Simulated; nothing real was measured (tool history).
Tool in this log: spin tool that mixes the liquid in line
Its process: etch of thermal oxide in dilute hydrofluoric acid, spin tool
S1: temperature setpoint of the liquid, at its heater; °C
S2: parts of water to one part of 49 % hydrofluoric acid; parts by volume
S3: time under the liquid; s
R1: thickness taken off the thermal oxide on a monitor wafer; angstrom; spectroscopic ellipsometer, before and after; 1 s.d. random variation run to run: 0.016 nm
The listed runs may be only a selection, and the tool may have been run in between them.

run	hour	S1	S2	S3	R1
1	0	25	190	35	6.6103
2	1	23	190	35	6.1245
3	5.5	24	175	35	7.1395
4	6.1	25	165	35	7.9135
5	10.2	26	155	35	8.8021
6	14.2	27	145	35	9.8437
7	20.6	27.5	135	35	10.951
8	22.2	27.5	135	35	10.955
9	25.5	31.5	65	35	29.319
# hour 27.9: hydrofluoric acid flow meter replaced
10	27.9	31	65	35	32.012
11	36.1	30	65	35	30.892
12	38.9	29	70	35	27.426
13	42.6	28	70	35	26.513
14	50.3	27	70	35	25.169

What does the tool deliver on the next run?
15	54.7	27	70	35	?

{"run 15": {"R1": 25.131}}

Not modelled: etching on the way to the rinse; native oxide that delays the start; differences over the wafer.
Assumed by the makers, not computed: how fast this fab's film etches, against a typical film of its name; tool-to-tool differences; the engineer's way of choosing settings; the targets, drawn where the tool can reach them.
